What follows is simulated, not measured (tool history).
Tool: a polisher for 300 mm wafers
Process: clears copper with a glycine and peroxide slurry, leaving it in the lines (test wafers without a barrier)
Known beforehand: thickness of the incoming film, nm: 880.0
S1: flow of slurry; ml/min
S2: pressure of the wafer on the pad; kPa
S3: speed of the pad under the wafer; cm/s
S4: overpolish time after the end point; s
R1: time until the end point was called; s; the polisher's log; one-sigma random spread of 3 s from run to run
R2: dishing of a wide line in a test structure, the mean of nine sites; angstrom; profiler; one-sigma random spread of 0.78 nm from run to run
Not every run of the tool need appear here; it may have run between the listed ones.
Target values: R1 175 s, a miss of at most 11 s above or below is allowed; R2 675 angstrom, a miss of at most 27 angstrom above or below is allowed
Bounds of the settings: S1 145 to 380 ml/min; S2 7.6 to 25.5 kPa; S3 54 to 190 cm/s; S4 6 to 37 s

run 1 hour=0 | S1=245 S2=16.5 S3=122 S4=19 | R1=193.55 R2=476.59
run 2 hour=3.7 | S1=245 S2=16.5 S3=110 S4=19 | R1=203.87 R2=448.87
run 3 hour=10.6 | S1=245 S2=16.5 S3=86 S4=19 | R1=237.62 R2=411.25
run 4 hour=16.9 | S1=245 S2=16.5 S3=58 S4=19 | R1=279.86 R2=360.48
run 5 hour=22.6 | S1=245 S2=17.9 S3=68 S4=21 | R1=246.07 R2=433.28
run 6 hour=23.2 | S1=245 S2=17.9 S3=68 S4=15 | R1=245.99 R2=331.65
run 7 hour=31.1 | S1=250 S2=17.9 S3=80 S4=18 | R1=227.15 R2=410.18
run 8 hour=36.2 | S1=255 S2=21.4 S3=102 S4=27 | R1=173.57 R2=608.42
run 9 hour=41.9 | S1=255 S2=21.4 S3=104 S4=28 | R1=160.92 R2=613.01
run 10 hour=48 | S1=255 S2=20 S3=92 S4=35 | R1=187.19 R2=655.67
run 11 hour=52.4 | S1=255 S2=20.7 S3=92 S4=35 | R1=188.22 R2=667.55

4 next moves are on the table. One of them brings every result within its allowed miss. Which?
run A hour=56.8 | S1=265 S2=19.3 S3=82 S4=37 | R1=? R2=?
run B hour=56.8 | S1=265 S2=21.4 S3=74 S4=35 | R1=? R2=?
run C hour=56.8 | S1=225 S2=22.1 S3=96 S4=36 | R1=? R2=?
run D hour=56.8 | S1=245 S2=21.4 S3=72 S4=37 | R1=? R2=?

move=A R1=211.16 R2=654.65
move=B R1=205.36 R2=650.85
move=C R1=175.8 R2=693.27
move=D R1=210.03 R2=661.73
A: lands further from the targets than the last run did
B: lands further from the targets than the last run did
C: every result lands within tolerance
D: lands further from the targets than the last run did
The move that meets every target is C.

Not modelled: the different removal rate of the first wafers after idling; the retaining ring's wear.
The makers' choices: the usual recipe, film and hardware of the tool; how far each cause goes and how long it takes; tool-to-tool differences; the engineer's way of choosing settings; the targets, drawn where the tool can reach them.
